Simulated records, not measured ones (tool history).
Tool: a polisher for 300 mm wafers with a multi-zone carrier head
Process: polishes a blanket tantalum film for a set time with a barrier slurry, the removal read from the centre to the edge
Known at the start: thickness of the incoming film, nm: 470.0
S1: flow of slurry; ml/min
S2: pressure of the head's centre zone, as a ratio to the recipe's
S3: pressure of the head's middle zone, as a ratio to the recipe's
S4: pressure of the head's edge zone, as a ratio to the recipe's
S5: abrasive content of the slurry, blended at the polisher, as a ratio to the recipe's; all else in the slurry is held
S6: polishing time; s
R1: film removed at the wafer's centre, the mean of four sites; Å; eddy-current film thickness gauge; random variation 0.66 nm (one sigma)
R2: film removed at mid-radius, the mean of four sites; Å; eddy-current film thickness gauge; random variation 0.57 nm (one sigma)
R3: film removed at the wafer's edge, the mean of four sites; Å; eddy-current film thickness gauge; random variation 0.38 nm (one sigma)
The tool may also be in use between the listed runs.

run,hour,S1,S2,S3,S4,S5,S6,R1,R2,R3
1,0,270,1,1,1,1,52,859.18,872.35,845.56
2,5.9,270,0.96,1,1,1,52,829.27,859.44,846.72
3,8.4,270,0.96,1,0.93,1,52,819.57,861.95,822.48
4,15.2,270,0.96,1,0.93,1,61,950.93,996.82,966.97
5,19.7,270,0.96,1.01,0.91,0.9,54,823.8,881.69,814.53
6,23.8,270,0.96,1.01,0.91,0.9,47,705.23,754.31,719.82
7,31.4,270,0.97,1.03,0.89,0.8,44,643.84,698.89,645.57

Forecast run 8:
8,35.8,270,0.98,1.04,0.87,0.7,42,?,?,?

Run 8 gave R1 611.72 Å, R2 640.04 Å, R3 571.57 Å.

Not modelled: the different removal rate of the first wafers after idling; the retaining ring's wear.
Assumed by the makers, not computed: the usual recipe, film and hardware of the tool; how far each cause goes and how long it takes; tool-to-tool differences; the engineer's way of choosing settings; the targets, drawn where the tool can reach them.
